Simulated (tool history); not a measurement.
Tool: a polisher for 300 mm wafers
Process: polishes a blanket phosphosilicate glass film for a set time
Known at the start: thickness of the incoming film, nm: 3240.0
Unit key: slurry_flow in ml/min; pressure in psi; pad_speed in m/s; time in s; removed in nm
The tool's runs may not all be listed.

| run | day | slurry_flow | pressure | pad_speed | slurry_solids | time | removed |
|---|---|---|---|---|---|---|---|
| 1 | 0 | 120 | 3.6 | 0.8 | 1 | 56 | 303.27 |
| 2 | 0.021 | 115 | 3 | 0.72 | 1 | 56 | 246.91 |
| 3 | 0.188 | 105 | 3 | 0.72 | 1 | 56 | 238.73 |
| 4 | 0.308 | 125 | 3 | 0.72 | 1 | 56 | 252.04 |
| 5 | 0.654 | 125 | 3.4 | 0.72 | 1 | 56 | 272.51 |
| 6 | 0.888 | 125 | 3.4 | 0.82 | 1 | 56 | 296.14 |

Predict the results of run 7:
| 7 | 1.233 | 120 | 2.8 | 0.68 | 0.95 | 56 | ? |

Run 7 yielded removed 220.34 nm.
